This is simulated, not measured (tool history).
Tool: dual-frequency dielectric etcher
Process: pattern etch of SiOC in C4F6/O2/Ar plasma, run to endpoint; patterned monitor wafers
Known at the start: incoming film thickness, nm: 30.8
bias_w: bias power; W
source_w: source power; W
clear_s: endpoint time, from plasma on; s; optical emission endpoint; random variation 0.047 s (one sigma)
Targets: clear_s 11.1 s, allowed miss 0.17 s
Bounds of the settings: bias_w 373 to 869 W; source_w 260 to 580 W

run	day	bias_w	source_w	clear_s
1	0	621	420	9.8344
2	0.283	682	420	9.4903
3	0.612	682	390	9.6464
4	0.792	682	350	10.002
5	1.167	593	350	10.554
6	1.246	568	350	10.76
7	1.375	568	350	10.848
8	1.671	558	350	10.87
9	2.021	549	350	10.943

Which of these 5 next moves meets every target?
A	2.371	628	270	?
B	2.371	652	280	?
C	2.371	561	360	?
D	2.371	578	350	?
E	2.371	577	350	?

move	clear_s
A	11.017
B	10.733
C	10.686
D	10.634
E	10.642
A: meets every target
B: further off than the last run
C: further off than the last run
D: further off than the last run
E: further off than the last run
Move A is the one to make.
